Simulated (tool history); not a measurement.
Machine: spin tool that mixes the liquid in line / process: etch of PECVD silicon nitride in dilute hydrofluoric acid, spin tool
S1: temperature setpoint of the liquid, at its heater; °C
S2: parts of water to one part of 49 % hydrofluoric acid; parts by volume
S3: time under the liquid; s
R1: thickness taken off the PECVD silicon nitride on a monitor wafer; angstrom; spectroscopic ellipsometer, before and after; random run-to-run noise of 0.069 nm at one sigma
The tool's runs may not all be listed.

run	hour	S1	S2	S3	R1
1	0	24	140	325	72.571
2	8.5	24.5	140	325	75.532
3	10.1	24.5	140	345	80.261
4	11.4	24.5	105	345	105.64
5	17.2	24	105	345	103.27
6	23	23.5	105	345	100.01
7	26	23	105	345	95.794

What will run 8 give?
8	33.8	23	105	345	?

{"run 8": {"R1": 94.696}}
